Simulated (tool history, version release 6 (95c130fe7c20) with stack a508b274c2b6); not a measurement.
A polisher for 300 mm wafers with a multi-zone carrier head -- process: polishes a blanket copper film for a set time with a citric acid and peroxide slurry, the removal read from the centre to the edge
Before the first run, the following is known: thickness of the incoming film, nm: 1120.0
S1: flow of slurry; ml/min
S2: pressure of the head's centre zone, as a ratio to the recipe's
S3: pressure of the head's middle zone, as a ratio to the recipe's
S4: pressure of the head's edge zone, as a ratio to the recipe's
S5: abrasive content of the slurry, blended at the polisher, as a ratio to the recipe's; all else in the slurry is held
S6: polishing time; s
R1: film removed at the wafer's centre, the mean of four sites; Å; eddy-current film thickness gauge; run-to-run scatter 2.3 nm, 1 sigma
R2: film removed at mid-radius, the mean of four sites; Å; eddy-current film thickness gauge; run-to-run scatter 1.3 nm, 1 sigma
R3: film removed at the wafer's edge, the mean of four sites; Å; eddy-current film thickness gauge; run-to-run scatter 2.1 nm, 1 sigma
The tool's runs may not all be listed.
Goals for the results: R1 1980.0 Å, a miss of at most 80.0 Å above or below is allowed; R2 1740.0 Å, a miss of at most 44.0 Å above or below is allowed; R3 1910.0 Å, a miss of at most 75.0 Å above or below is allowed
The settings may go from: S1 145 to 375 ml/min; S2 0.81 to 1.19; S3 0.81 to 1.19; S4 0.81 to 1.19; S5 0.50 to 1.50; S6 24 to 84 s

run 1 hour=0.0 | S1=240 S2=1.00 S3=1.00 S4=1.00 S5=1.00 S6=54 | R1=1380.0 R2=1404.5 R3=1408.1
run 2 hour=1.1 | S1=240 S2=1.00 S3=1.00 S4=1.00 S5=1.00 S6=46 | R1=1201.4 R2=1197.2 R3=1177.1
run 3 hour=9.5 | S1=245 S2=1.02 S3=1.00 S4=1.03 S5=1.10 S6=49 | R1=1318.9 R2=1289.1 R3=1308.9
run 4 hour=11.0 | S1=275 S2=1.02 S3=1.00 S4=1.03 S5=1.10 S6=49 | R1=1363.3 R2=1322.1 R3=1326.9
run 5 hour=12.7 | S1=275 S2=1.08 S3=1.00 S4=1.03 S5=1.10 S6=49 | R1=1433.1 R2=1321.3 R3=1312.2
run 6 hour=18.7 | S1=240 S2=1.08 S3=1.00 S4=1.03 S5=1.10 S6=49 | R1=1387.5 R2=1291.7 R3=1311.9
run 7 hour=22.3 | S1=240 S2=1.10 S3=1.01 S4=1.05 S5=1.20 S6=51 | R1=1507.8 R2=1377.2 R3=1411.0
run 8 hour=30.5 | S1=235 S2=1.11 S3=1.02 S4=1.07 S5=1.25 S6=53 | R1=1593.6 R2=1468.7 R3=1468.2
run 9 hour=37.2 | S1=230 S2=1.11 S3=1.01 S4=1.09 S5=1.30 S6=55 | R1=1679.5 R2=1519.9 R3=1578.3
run 10 hour=44.9 | S1=235 S2=1.11 S3=1.01 S4=1.11 S5=1.35 S6=56 | R1=1714.9 R2=1550.1 R3=1596.4
run 11 hour=50.3 | S1=220 S2=1.11 S3=1.01 S4=1.12 S5=1.40 S6=58 | R1=1781.7 R2=1593.1 R3=1683.3
run 12 hour=54.8 | S1=225 S2=1.11 S3=1.01 S4=1.13 S5=1.40 S6=59 | R1=1815.5 R2=1647.6 R3=1731.1
run 13 hour=59.9 | S1=225 S2=1.11 S3=1.01 S4=1.13 S5=1.40 S6=59 | R1=1801.8 R2=1657.0 R3=1711.1
run 14 hour=65.8 | S1=220 S2=1.11 S3=1.00 S4=1.14 S5=1.40 S6=60 | R1=1875.8 R2=1660.4 R3=1718.6
run 15 hour=69.0 | S1=220 S2=1.10 S3=0.99 S4=1.13 S5=1.40 S6=61 | R1=1859.3 R2=1687.6 R3=1764.3
run 16 hour=72.6 | S1=215 S2=1.10 S3=0.98 S4=1.14 S5=1.40 S6=62 | R1=1866.2 R2=1688.2 R3=1783.8
run 17 hour=77.3 | S1=215 S2=1.10 S3=0.97 S4=1.15 S5=1.40 S6=62 | R1=1874.6 R2=1651.3 R3=1760.1
run 18 hour=83.8 | S1=215 S2=1.10 S3=0.97 S4=1.16 S5=1.40 S6=63 | R1=1876.0 R2=1671.4 R3=1833.8

Which single option among these 4 for the next run brings every result within its allowed miss of target? Just one does.
run A hour=90.3 | S1=245 S2=1.04 S3=0.88 S4=1.19 S5=1.25 S6=65 | R1=? R2=? R3=?
run B hour=90.3 | S1=225 S2=1.03 S3=0.88 S4=1.19 S5=1.25 S6=66 | R1=? R2=? R3=?
run C hour=90.3 | S1=245 S2=1.07 S3=0.92 S4=1.07 S5=1.50 S6=66 | R1=? R2=? R3=?
run D hour=90.3 | S1=220 S2=1.12 S3=1.14 S4=1.02 S5=1.50 S6=57 | R1=? R2=? R3=?

move=A R1=1849.2 R2=1595.2 R3=1890.7
move=B R1=1838.5 R2=1603.4 R3=1905.1
move=C R1=2012.1 R2=1749.4 R3=1935.9
move=D R1=1796.1 R2=1788.1 R3=1629.0
A: lands further from the targets than the last run did
B: lands further from the targets than the last run did
C: meets every target
D: pushes the last run's worst result past its target
So the answer is move C, the one that meets all the targets.

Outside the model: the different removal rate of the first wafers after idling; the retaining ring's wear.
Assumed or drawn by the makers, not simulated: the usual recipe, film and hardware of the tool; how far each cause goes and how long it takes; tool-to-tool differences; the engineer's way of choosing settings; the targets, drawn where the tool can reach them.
